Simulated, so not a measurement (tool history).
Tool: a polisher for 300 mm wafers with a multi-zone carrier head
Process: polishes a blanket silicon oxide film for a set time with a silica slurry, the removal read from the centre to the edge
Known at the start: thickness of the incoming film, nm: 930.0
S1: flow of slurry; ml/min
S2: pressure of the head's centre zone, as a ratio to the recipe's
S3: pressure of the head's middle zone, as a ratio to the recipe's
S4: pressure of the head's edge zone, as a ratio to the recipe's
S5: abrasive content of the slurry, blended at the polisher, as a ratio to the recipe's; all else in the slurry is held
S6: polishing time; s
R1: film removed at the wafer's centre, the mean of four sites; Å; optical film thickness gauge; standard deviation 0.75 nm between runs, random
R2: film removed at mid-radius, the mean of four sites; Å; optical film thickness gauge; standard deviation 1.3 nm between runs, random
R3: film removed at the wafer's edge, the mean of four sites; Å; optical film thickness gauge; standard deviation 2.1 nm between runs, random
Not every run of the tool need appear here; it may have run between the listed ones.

run,day,S1,S2,S3,S4,S5,S6,R1,R2,R3
1,0.000,275,1.00,1.00,1.00,1.00,80,2736.7,2705.7,2695.9
2,0.212,275,1.06,1.00,1.00,1.00,80,2877.4,2706.9,2650.0
3,0.279,245,1.06,1.00,1.00,1.00,80,2847.5,2732.0,2615.7
4,0.617,245,1.06,1.00,1.00,1.00,60,2114.7,2003.7,1928.4
5,0.842,295,1.06,1.00,1.00,1.00,60,2171.5,2062.7,1960.1
6,1.000,295,1.12,1.00,1.00,1.00,60,2253.7,2033.6,1961.9
7,1.325,290,1.07,1.00,1.01,0.90,58,2022.9,1883.9,1823.6
8,1.704,285,1.03,1.01,1.02,0.85,57,1884.7,1836.2,1750.1
9,2.067,280,0.99,1.01,1.03,0.80,56,1758.1,1753.9,1639.9
10,2.375,275,0.96,1.01,1.06,0.75,55,1634.5,1669.3,1664.8
11,2.662,270,0.94,1.01,1.06,0.70,55,1578.3,1632.7,1573.2
# day 2.842: edge zone pressure recalibrated
12,2.842,265,0.92,1.01,1.07,0.65,55,1500.4,1566.2,1638.5

Run 13 is up next; what results do you expect?
13,2.908,265,0.90,1.01,1.06,0.65,55,?,?,?

{"run 13": {"R1": 1455.4, "R2": 1569.9, "R3": 1586.1}}
